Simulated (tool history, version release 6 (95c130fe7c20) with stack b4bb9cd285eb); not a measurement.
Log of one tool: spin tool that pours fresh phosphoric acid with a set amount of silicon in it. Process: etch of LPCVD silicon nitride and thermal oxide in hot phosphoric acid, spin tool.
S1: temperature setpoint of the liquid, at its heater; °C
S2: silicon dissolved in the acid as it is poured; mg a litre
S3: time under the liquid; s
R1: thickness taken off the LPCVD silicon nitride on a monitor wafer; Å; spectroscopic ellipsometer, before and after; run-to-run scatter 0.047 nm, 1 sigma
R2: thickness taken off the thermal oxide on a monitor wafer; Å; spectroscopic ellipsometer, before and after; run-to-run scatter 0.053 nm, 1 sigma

| run | day | S1 | S2 | S3 | R1 | R2 |
|---|---|---|---|---|---|---|
| 1 | 0.000 | 162.0 | 20.5 | 180 | 142.94 | 3.6165 |
| 2 | 0.083 | 162.5 | 18.0 | 180 | 145.63 | 4.4343 |
| 3 | 0.129 | 163.0 | 17.5 | 180 | 148.61 | 4.1004 |
| 4 | 0.204 | 163.0 | 28.5 | 180 | 147.88 | 2.8209 |
| 5 | 0.425 | 163.5 | 24.0 | 180 | 149.79 | 3.1786 |
| 6 | 0.633 | 161.5 | 24.0 | 180 | 140.46 | 2.8509 |
| 7 | 0.979 | 162.0 | 21.5 | 180 | 142.66 | 3.8013 |
| 8 | 1.292 | 162.5 | 18.5 | 180 | 145.72 | 4.0127 |
| 9 | 1.321 | 163.0 | 16.5 | 180 | 148.01 | 4.1701 |
| 10 | 1.442 | 163.5 | 14.0 | 180 | 149.75 | 4.4319 |

Run 11, settings as shown, results not yet in. Your forecast:
| 11 | 1.562 | 164.0 | 11.5 | 180 | ? | ? |

{"run 11": {"R1": 151.8, "R2": 5.7011}}

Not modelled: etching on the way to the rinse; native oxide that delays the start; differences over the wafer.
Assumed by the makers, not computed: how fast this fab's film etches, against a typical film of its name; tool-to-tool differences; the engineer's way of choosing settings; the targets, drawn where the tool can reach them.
